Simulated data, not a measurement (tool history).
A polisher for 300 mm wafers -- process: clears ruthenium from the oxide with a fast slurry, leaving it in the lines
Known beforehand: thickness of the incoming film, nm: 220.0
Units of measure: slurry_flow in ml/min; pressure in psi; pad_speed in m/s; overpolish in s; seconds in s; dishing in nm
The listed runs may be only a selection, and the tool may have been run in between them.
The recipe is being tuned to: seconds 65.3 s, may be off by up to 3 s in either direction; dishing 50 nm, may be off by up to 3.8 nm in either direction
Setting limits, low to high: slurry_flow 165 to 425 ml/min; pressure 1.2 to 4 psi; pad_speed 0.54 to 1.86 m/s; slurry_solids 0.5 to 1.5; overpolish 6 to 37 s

run 1 hour=0 | slurry_flow=275 pressure=2.6 pad_speed=1.18 slurry_solids=1 overpolish=19 | seconds=52.619 dishing=55.677
run 2 hour=6.5 | slurry_flow=275 pressure=2.9 pad_speed=1.18 slurry_solids=1 overpolish=19 | seconds=47.85 dishing=61.377
run 3 hour=12.9 | slurry_flow=275 pressure=3.4 pad_speed=1.18 slurry_solids=1 overpolish=19 | seconds=40.03 dishing=67.174
run 4 hour=16.2 | slurry_flow=275 pressure=3.4 pad_speed=1.18 slurry_solids=0.9 overpolish=19 | seconds=42.237 dishing=65.769
run 5 hour=17.4 | slurry_flow=275 pressure=3.4 pad_speed=1.18 slurry_solids=0.9 overpolish=12 | seconds=42.769 dishing=46.58
run 6 hour=25.3 | slurry_flow=275 pressure=2.9 pad_speed=1.18 slurry_solids=0.9 overpolish=12 | seconds=50.059 dishing=42.121
run 7 hour=34.1 | slurry_flow=275 pressure=2.8 pad_speed=1.18 slurry_solids=0.9 overpolish=13 | seconds=51.023 dishing=43.624
run 8 hour=37 | slurry_flow=275 pressure=2.7 pad_speed=1.18 slurry_solids=0.9 overpolish=14 | seconds=52.082 dishing=45.195
run 9 hour=44 | slurry_flow=275 pressure=2.6 pad_speed=1.18 slurry_solids=0.9 overpolish=15 | seconds=54.57 dishing=46.249

Which single option among these 5 for the next run brings every result within its allowed miss of target? Just one does.
run A hour=51 | slurry_flow=255 pressure=2.3 pad_speed=1.34 slurry_solids=0.8 overpolish=15 | seconds=? dishing=?
run B hour=51 | slurry_flow=275 pressure=2.6 pad_speed=1.06 slurry_solids=0.75 overpolish=20 | seconds=? dishing=?
run C hour=51 | slurry_flow=285 pressure=1.8 pad_speed=1.78 slurry_solids=0.6 overpolish=17 | seconds=? dishing=?
run D hour=51 | slurry_flow=370 pressure=2.3 pad_speed=1.06 slurry_solids=0.9 overpolish=16 | seconds=? dishing=?
run E hour=51 | slurry_flow=295 pressure=2.9 pad_speed=1.3 slurry_solids=0.8 overpolish=14 | seconds=? dishing=?

move=A seconds=56.053 dishing=44.312
move=B seconds=64.228 dishing=49.892
move=C seconds=58.836 dishing=47.08
move=D seconds=64.651 dishing=41.611
move=E seconds=46.286 dishing=48.786
A: an improvement on the last run, though not all results are within tolerance
B: all results land within tolerance of their targets
C: an improvement on the last run, though not all results are within tolerance
D: brings the result that was furthest off to its target, and leaves another outside
E: its largest miss is bigger than the last run's
The move that meets every target is B.
